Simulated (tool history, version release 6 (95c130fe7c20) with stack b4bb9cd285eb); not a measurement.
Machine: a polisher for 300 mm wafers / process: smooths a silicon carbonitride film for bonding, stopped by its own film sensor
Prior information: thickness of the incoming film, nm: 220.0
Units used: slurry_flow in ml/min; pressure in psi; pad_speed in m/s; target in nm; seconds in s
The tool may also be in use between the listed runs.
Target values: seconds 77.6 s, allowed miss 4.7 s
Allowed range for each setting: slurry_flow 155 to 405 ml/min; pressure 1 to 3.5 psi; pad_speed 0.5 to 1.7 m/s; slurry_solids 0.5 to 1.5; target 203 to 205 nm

run    day  slurry_flow  pressure  pad_speed  slurry_solids  target  seconds
  1      0          260       2.2        1.1              1     203   47.885
  2  0.158          260       1.9       1.08              1     203   54.097
  3  0.375          260       1.7       1.06              1     203    60.54
  4  0.579          260       1.9       1.06              1     203    55.42
  5  0.862          235       1.9       1.06              1     203   55.543
  6  1.096          235       2.2       1.06              1     203    49.31
  7  1.346          235       1.6       0.96              1     203   66.164
  8  1.692          235       1.5       0.96              1     203   68.544

Of the 5 settings listed for the next run, only one would bring every result within its allowed miss of target. Which one?
  A  2.038          220       1.1       1.16            0.9     204        ?
  B  2.038          255       1.1       0.86              1     203        ?
  C  2.038          195       1.5       1.08            1.1     205        ?
  D  2.038          170       1.5       1.16              1     205        ?
  E  2.038          245       1.2       0.66           1.15     203        ?

move  seconds
   A     78.6
   B   89.375
   C   54.764
   D    56.91
   E   88.235
A: each result inside its tolerance
B: takes the result that was furthest off past its target
C: lands further from the targets than the last run did
D: lands further from the targets than the last run did
E: takes the result that was furthest off past its target
Answer: A

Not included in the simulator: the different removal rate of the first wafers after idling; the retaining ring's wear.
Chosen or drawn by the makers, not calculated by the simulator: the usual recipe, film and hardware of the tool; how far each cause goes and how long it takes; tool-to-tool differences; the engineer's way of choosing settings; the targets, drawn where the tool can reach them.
